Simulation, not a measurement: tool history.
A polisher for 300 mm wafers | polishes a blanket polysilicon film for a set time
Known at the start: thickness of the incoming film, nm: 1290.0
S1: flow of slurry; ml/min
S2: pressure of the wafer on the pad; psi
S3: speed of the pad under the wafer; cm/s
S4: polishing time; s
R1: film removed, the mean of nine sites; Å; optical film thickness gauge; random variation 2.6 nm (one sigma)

{"run": 1, "hour": 0.0, "S1": 175, "S2": 3.5, "S3": 78, "S4": 34, "R1": 3233.5}
{"run": 2, "hour": 4.6, "S1": 175, "S2": 3.8, "S3": 78, "S4": 34, "R1": 3421.4}
{"run": 3, "hour": 12.5, "S1": 175, "S2": 3.4, "S3": 78, "S4": 34, "R1": 3104.5}
{"run": 4, "hour": 18.1, "S1": 175, "S2": 3.4, "S3": 78, "S4": 34, "R1": 3099.2}
{"run": 5, "hour": 26.4, "S1": 195, "S2": 3.4, "S3": 78, "S4": 34, "R1": 3224.5}
{"run": 6, "hour": 34.0, "S1": 185, "S2": 3.1, "S3": 78, "S4": 34, "R1": 2808.2}
{"run": 7, "hour": 38.1, "S1": 180, "S2": 2.9, "S3": 78, "S4": 34, "R1": 2685.4}
{"run": 8, "hour": 39.9, "S1": 175, "S2": 2.7, "S3": 78, "S4": 34, "R1": 2505.0}

Run 9 comes next. What will it give?
{"run": 9, "hour": 43.4, "S1": 170, "S2": 2.6, "S3": 78, "S4": 34, "R1": "?"}

R1: 2387.7 Å
